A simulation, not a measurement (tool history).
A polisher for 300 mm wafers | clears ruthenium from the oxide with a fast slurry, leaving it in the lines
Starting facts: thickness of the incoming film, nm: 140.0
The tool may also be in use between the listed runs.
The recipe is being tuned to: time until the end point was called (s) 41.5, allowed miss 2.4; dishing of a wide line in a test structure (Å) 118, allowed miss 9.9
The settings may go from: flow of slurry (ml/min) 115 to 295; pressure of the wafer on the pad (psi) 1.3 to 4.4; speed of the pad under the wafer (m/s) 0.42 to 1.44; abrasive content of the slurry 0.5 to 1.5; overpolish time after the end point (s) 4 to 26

| run | day | flow of slurry (ml/min) | pressure of the wafer on the pad (psi) | speed of the pad under the wafer (m/s) | abrasive content of the slurry | overpolish time after the end point (s) | time until the end point was called (s) | dishing of a wide line in a test structure (Å) |
|---|---|---|---|---|---|---|---|---|
| 1 | 0 | 190 | 2.8 | 0.92 | 1 | 13 | 37.677 | 399.08 |
| 2 | 0.317 | 190 | 2.8 | 0.92 | 0.9 | 13 | 39.134 | 376.84 |
| 3 | 0.438 | 190 | 2.8 | 0.92 | 0.9 | 16 | 39.126 | 460.07 |
| 4 | 0.471 | 215 | 2.8 | 0.92 | 0.9 | 16 | 38.724 | 449.27 |
| 5 | 0.788 | 175 | 2.8 | 0.92 | 0.9 | 16 | 39.283 | 438.85 |
| 6 | 1.075 | 160 | 2.8 | 0.92 | 0.8 | 13 | 43.614 | 357.06 |
| 7 | 1.183 | 190 | 2.5 | 0.9 | 0.95 | 11 | 43.493 | 296.44 |
| 8 | 1.283 | 240 | 1.7 | 0.8 | 1.2 | 5 | 57.925 | 104.92 |
| 9 | 1.521 | 250 | 1.8 | 0.8 | 1.25 | 5 | 54.868 | 114.21 |
| 10 | 1.883 | 260 | 1.7 | 0.84 | 1.3 | 5 | 53.4 | 107.25 |
|  | 2.188 | slurry blender recalibrated |
| 11 | 2.188 | 265 | 1.8 | 0.86 | 1.35 | 5 | 46.475 | 126.98 |
| 12 | 2.525 | 270 | 1.7 | 0.88 | 1.4 | 5 | 46.327 | 134.51 |
| 13 | 2.788 | 275 | 1.8 | 0.88 | 1.35 | 5 | 44.727 | 132.9 |
| 14 | 3.146 | 280 | 1.8 | 0.9 | 1.35 | 5 | 44.465 | 134.79 |
| 15 | 3.342 | 285 | 1.7 | 0.92 | 1.4 | 5 | 43.349 | 135.42 |
| 16 | 3.5 | 285 | 1.7 | 0.94 | 1.4 | 5 | 45.674 | 138.46 |
| 17 | 3.675 | 285 | 1.8 | 0.88 | 1.4 | 5 | 44.179 | 135.66 |
| 18 | 3.821 | 285 | 1.8 | 0.86 | 1.4 | 5 | 44.556 | 139.56 |
| 19 | 4.033 | 275 | 1.8 | 0.94 | 1.35 | 5 | 44.071 | 141.9 |
| 20 | 4.283 | 295 | 1.6 | 0.86 | 1.5 | 4 | 48.314 | 97.742 |
| 21 | 4.388 | 295 | 1.7 | 0.86 | 1.5 | 4 | 47.345 | 108.15 |

Which of these 4 next moves meets every target?
| A | 4.492 | 275 | 2.3 | 0.86 | 1.45 | 4 | ? | ? |
| B | 4.492 | 295 | 1.6 | 1.04 | 1.5 | 4 | ? | ? |
| C | 4.492 | 295 | 2.5 | 0.8 | 1.4 | 4 | ? | ? |
| D | 4.492 | 280 | 1.6 | 0.88 | 1.45 | 4 | ? | ? |

| move | time until the end point was called (s) | dishing of a wide line in a test structure (Å) |
|---|---|---|
| A | 35.015 | 130.14 |
| B | 41.428 | 110.48 |
| C | 34.465 | 132.16 |
| D | 48.291 | 95.099 |
A: pushes the last run's worst result past its target
B: meets every target
C: pushes the last run's worst result past its target
D: further off than the last run
B is the move that brings every result within its allowed miss.
